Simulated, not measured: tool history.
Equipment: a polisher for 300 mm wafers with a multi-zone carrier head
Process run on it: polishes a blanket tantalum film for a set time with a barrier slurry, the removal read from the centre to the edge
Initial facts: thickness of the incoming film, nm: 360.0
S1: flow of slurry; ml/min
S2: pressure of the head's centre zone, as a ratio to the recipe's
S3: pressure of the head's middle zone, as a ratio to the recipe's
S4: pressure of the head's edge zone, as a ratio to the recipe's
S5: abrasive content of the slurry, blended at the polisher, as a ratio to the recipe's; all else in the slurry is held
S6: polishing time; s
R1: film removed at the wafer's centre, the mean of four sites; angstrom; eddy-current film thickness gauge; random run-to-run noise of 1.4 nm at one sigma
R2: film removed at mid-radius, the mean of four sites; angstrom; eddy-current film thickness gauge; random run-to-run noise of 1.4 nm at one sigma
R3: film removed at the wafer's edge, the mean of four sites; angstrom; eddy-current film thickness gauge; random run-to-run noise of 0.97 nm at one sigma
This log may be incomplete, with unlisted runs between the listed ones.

run  hour   S1    S2    S3    S4    S5  S6      R1      R2      R3
  1     0  315     1     1     1     1  55  759.37  741.61   719.6
  2   5.5  315  1.05     1     1     1  55  775.63   748.3   734.5
  3   9.7  315  1.05     1     1     1  46  690.54  617.54  615.52
  4  13.2  315  1.05  1.01  1.01  1.05  47  686.79  666.11  635.35
  5  21.1  315  1.05  1.01  1.01  1.05  56  820.49  759.32   749.2
  6  29.9  270  1.05  1.01  1.01  1.05  56  836.99  770.31  751.27
  7  33.8  280  1.04  1.01  1.02   1.1  56  824.64  797.82   777.4
  8  38.1  280  1.05  1.01  1.03  1.15  56  821.13  803.49  755.14
  9  40.6  280  1.05  1.01  1.03  1.15  57  861.95  805.97  789.98

Estimate the outcome of run 10 from the log above:
 10  43.1  285  1.04  1.01  1.04  1.2  58   ?   ?   ?

{"run 10": {"R1": 860.53, "R2": 813.45, "R3": 800.87}}

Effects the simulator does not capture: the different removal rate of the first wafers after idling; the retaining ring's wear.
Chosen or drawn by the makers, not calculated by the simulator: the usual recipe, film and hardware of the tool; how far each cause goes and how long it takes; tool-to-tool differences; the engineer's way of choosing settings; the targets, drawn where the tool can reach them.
